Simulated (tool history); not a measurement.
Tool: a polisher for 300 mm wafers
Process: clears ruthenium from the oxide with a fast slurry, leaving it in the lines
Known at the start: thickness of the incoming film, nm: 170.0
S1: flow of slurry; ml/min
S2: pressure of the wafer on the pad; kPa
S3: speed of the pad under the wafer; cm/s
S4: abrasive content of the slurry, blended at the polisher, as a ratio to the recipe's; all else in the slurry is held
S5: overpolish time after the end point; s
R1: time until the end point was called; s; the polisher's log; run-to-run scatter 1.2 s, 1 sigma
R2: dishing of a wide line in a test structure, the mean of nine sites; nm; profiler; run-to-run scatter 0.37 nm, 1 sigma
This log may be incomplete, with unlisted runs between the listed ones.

run,hour,S1,S2,S3,S4,S5,R1,R2
1,0,165,13.8,94,1,17,66.32,32.166
2,7.8,160,11.7,88,1,19,81.471,30.795
3,13.6,160,14.5,88,1,19,67.982,34.883
4,22.1,130,14.5,88,1,19,68.641,33.635
5,24.3,115,14.5,88,1,19,70.464,33.88
6,28.9,115,14.5,66,1,19,92.435,26.57
7,29.8,115,13.1,66,1,20,100.13,26.818
8,37.8,115,11.7,66,1,21,112.28,24.219
9,40.2,115,11,66,1,22,120.07,23.997

Estimate the outcome of run 10 from the log above:
10,45.7,115,10.3,66,1,23,?,?

{"run 10": {"R1": 125.25, "R2": 23.692}}

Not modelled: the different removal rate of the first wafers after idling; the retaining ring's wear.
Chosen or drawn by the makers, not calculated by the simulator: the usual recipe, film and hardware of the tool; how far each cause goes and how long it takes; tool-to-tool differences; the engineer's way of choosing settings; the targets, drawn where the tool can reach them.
